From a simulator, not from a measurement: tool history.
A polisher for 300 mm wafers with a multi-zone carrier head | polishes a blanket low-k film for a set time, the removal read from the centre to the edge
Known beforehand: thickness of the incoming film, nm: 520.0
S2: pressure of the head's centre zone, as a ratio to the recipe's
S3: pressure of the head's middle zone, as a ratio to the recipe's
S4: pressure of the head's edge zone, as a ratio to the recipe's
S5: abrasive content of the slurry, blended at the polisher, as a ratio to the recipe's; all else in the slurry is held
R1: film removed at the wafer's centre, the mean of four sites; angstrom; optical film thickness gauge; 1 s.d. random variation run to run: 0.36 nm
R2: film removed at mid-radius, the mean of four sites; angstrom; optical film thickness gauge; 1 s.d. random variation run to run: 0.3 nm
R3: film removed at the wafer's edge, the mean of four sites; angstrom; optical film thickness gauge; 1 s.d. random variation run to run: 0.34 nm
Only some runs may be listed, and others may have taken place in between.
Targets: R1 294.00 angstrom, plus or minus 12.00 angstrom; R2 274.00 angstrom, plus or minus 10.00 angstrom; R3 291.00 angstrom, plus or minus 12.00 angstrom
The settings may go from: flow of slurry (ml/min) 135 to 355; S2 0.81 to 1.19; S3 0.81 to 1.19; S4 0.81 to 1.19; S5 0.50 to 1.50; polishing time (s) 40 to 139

{"run": 1, "hour": 0.0, "flow of slurry (ml/min)": 225, "S2": 1.0, "S3": 1.0, "S4": 1.0, "S5": 1.0, "polishing time (s)": 89, "R1": 501.25, "R2": 516.83, "R3": 518.7}
{"run": 2, "hour": 5.4, "flow of slurry (ml/min)": 220, "S2": 1.0, "S3": 0.97, "S4": 0.97, "S5": 0.85, "polishing time (s)": 82, "R1": 433.22, "R2": 427.5, "R3": 440.32}
{"run": 3, "hour": 6.2, "flow of slurry (ml/min)": 220, "S2": 1.05, "S3": 0.97, "S4": 0.97, "S5": 0.85, "polishing time (s)": 82, "R1": 449.03, "R2": 431.58, "R3": 447.09}
{"run": 4, "hour": 11.9, "flow of slurry (ml/min)": 220, "S2": 1.03, "S3": 0.95, "S4": 0.94, "S5": 0.75, "polishing time (s)": 77, "R1": 399.93, "R2": 375.99, "R3": 396.46}
{"run": 5, "hour": 13.7, "flow of slurry (ml/min)": 220, "S2": 1.02, "S3": 0.94, "S4": 0.92, "S5": 0.7, "polishing time (s)": 73, "R1": 359.81, "R2": 341.63, "R3": 359.0}
{"run": 6, "hour": 18.4, "flow of slurry (ml/min)": 220, "S2": 1.01, "S3": 0.93, "S4": 0.89, "S5": 0.65, "polishing time (s)": 72, "R1": 342.26, "R2": 327.57, "R3": 337.88}
{"run": 7, "hour": 21.2, "flow of slurry (ml/min)": 195, "S2": 0.97, "S3": 0.83, "S4": 0.82, "S5": 0.5, "polishing time (s)": 70, "R1": 280.23, "R2": 252.01, "R3": 277.13}
{"run": 8, "hour": 23.2, "flow of slurry (ml/min)": 205, "S2": 0.97, "S3": 0.84, "S4": 0.83, "S5": 0.5, "polishing time (s)": 70, "R1": 282.15, "R2": 259.05, "R3": 287.12}
{"run": 9, "hour": 26.7, "flow of slurry (ml/min)": 210, "S2": 0.98, "S3": 0.85, "S4": 0.83, "S5": 0.5, "polishing time (s)": 70, "R1": 284.42, "R2": 262.98, "R3": 284.87}
{"run": 10, "hour": 34.0, "flow of slurry (ml/min)": 230, "S2": 1.0, "S3": 0.88, "S4": 0.85, "S5": 0.55, "polishing time (s)": 70, "R1": 307.44, "R2": 285.71, "R3": 294.66}
{"run": 11, "hour": 38.2, "flow of slurry (ml/min)": 225, "S2": 0.99, "S3": 0.88, "S4": 0.85, "S5": 0.55, "polishing time (s)": 70, "R1": 308.43, "R2": 288.36, "R3": 299.47}
{"run": 12, "hour": 43.7, "flow of slurry (ml/min)": 220, "S2": 0.99, "S3": 0.88, "S4": 0.84, "S5": 0.55, "polishing time (s)": 70, "R1": 306.9, "R2": 285.21, "R3": 301.77}

Of the 5 settings listed for the next run, only one would bring every result within its allowed miss of target. Which one?
{"run": "A", "hour": 49.2, "flow of slurry (ml/min)": 175, "S2": 0.85, "S3": 0.81, "S4": 0.89, "S5": 0.5, "polishing time (s)": 79, "R1": "?", "R2": "?", "R3": "?"}
{"run": "B", "hour": 49.2, "flow of slurry (ml/min)": 240, "S2": 0.98, "S3": 0.87, "S4": 0.85, "S5": 0.55, "polishing time (s)": 67, "R1": "?", "R2": "?", "R3": "?"}
{"run": "C", "hour": 49.2, "flow of slurry (ml/min)": 175, "S2": 0.93, "S3": 0.81, "S4": 0.88, "S5": 0.6, "polishing time (s)": 73, "R1": "?", "R2": "?", "R3": "?"}
{"run": "D", "hour": 49.2, "flow of slurry (ml/min)": 190, "S2": 0.81, "S3": 0.9, "S4": 0.89, "S5": 0.5, "polishing time (s)": 79, "R1": "?", "R2": "?", "R3": "?"}
{"run": "E", "hour": 49.2, "flow of slurry (ml/min)": 230, "S2": 0.91, "S3": 0.91, "S4": 0.92, "S5": 0.6, "polishing time (s)": 71, "R1": "?", "R2": "?", "R3": "?"}

move=A R1=274.42 R2=280.38 R3=323.44
move=B R1=295.66 R2=275.60 R3=289.81
move=C R1=299.22 R2=279.09 R3=320.43
move=D R1=265.98 R2=310.44 R3=326.63
move=E R1=299.47 R2=312.41 R3=328.33
A: meets the target for the result that was furthest off, but another lies outside its allowed miss
B: every result within its allowed miss
C: meets the target for the result that was furthest off, but another lies outside its allowed miss
D: its largest miss is bigger than the last run's
E: its largest miss is bigger than the last run's
Move B is the one to make.

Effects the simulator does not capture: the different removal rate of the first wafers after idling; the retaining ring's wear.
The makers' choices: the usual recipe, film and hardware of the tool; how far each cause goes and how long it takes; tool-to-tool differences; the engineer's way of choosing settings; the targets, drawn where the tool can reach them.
